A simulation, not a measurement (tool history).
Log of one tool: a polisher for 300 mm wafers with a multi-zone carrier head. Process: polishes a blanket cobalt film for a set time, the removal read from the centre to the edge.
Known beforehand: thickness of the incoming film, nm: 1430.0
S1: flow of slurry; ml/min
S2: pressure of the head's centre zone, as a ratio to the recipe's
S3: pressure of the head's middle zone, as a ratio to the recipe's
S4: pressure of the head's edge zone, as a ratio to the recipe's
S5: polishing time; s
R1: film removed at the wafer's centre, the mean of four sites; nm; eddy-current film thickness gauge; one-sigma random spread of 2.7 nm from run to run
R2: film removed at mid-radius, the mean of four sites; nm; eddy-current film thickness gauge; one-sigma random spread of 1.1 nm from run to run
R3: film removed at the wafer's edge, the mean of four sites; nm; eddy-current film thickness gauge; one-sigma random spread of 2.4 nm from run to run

{"run": 1, "hour": 0.0, "S1": 125, "S2": 1, "S3": 1, "S4": 1, "S5": 71, "R1": 315.14, "R2": 305.05, "R3": 309.76}
{"run": 2, "hour": 6.1, "S1": 125, "S2": 1.07, "S3": 1, "S4": 1, "S5": 71, "R1": 338.52, "R2": 309.37, "R3": 310.58}
{"run": 3, "hour": 15.1, "S1": 125, "S2": 1.07, "S3": 1.07, "S4": 1, "S5": 71, "R1": 340.86, "R2": 321.36, "R3": 294.79}
{"run": 4, "hour": 15.7, "S1": 115, "S2": 1.09, "S3": 1.04, "S4": 0.97, "S5": 60, "R1": 285.65, "R2": 264.61, "R3": 247.14}
{"run": 5, "hour": 21.0, "S1": 110, "S2": 1.1, "S3": 1.01, "S4": 0.94, "S5": 54, "R1": 259.08, "R2": 229.26, "R3": 221.01}
{"run": 6, "hour": 25.2, "S1": 105, "S2": 1.09, "S3": 0.99, "S4": 0.91, "S5": 51, "R1": 232.69, "R2": 211.17, "R3": 205.74}

Expected results for the next run?
{"run": 7, "hour": 27.8, "S1": 100, "S2": 1.1, "S3": 0.97, "S4": 0.88, "S5": 50, "R1": "?", "R2": "?", "R3": "?"}

Run 7 came out at R1 233.93 nm, R2 201.48 nm, R3 199.39 nm.
